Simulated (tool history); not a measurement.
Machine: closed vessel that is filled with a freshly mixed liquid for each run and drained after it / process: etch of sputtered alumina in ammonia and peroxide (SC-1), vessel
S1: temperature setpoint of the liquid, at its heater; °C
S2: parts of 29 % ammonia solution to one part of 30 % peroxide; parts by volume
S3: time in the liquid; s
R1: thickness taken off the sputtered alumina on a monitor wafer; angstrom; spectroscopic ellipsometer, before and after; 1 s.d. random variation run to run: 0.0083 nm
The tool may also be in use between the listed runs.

{"run": 1, "day": 0.0, "S1": 55, "S2": 0.7, "S3": 30, "R1": 18.422}
{"run": 2, "day": 0.162, "S1": 48.5, "S2": 0.7, "S3": 30, "R1": 13.046}
{"run": 3, "day": 0.496, "S1": 48.5, "S2": 0.55, "S3": 30, "R1": 12.777}
{"run": 4, "day": 0.633, "S1": 42, "S2": 0.55, "S3": 30, "R1": 8.9062}
{"run": 5, "day": 1.012, "S1": 42, "S2": 0.55, "S3": 30, "R1": 8.7162}
{"run": 6, "day": 1.212, "S1": 42, "S2": 0.75, "S3": 30, "R1": 8.9491}
{"run": 7, "day": 1.512, "S1": 42, "S2": 0.75, "S3": 30, "R1": 9.1462}
{"run": 8, "day": 1.875, "S1": 43.5, "S2": 0.75, "S3": 30, "R1": 9.913}
{"run": 9, "day": 2.262, "S1": 45, "S2": 0.75, "S3": 30, "R1": 10.745}

Run 10 has not been measured yet. What should we expect?
{"run": 10, "day": 2.546, "S1": 46, "S2": 0.75, "S3": 30, "R1": "?"}

R1: 11.522 angstrom
